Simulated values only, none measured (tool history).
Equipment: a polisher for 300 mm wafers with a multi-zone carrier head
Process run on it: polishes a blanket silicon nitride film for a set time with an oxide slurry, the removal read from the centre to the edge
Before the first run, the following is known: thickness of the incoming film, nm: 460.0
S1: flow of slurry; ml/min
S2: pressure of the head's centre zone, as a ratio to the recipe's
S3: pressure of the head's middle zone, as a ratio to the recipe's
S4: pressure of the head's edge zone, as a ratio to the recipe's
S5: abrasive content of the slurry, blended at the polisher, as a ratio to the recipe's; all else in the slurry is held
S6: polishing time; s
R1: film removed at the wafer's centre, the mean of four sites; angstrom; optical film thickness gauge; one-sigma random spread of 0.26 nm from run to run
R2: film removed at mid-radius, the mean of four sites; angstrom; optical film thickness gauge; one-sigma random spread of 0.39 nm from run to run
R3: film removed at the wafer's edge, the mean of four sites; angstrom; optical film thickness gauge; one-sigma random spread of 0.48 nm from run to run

run	hour	S1	S2	S3	S4	S5	S6	R1	R2	R3
1	0	260	1	1	1	1	32	255.73	250.35	252.84
2	4.6	205	1	1	1	1	32	246.92	250.35	252.38
3	9.5	195	1.01	1	1.04	1.15	33	265.85	265.99	278.59
4	18.4	195	1.02	1.01	1.07	1.25	34	283.08	286.11	293.08
5	26	190	1.02	0.99	1.09	1.3	35	297.08	290.74	302.83
6	34.9	190	1.02	1.07	1.09	1.3	35	299.15	306.03	305.06

The next listed run, before its measurement:
7	36.9	190	1.02	1.07	1.09	1.3	35	?	?	?

{"run 7": {"R1": 300.87, "R2": 309.01, "R3": 306.96}}

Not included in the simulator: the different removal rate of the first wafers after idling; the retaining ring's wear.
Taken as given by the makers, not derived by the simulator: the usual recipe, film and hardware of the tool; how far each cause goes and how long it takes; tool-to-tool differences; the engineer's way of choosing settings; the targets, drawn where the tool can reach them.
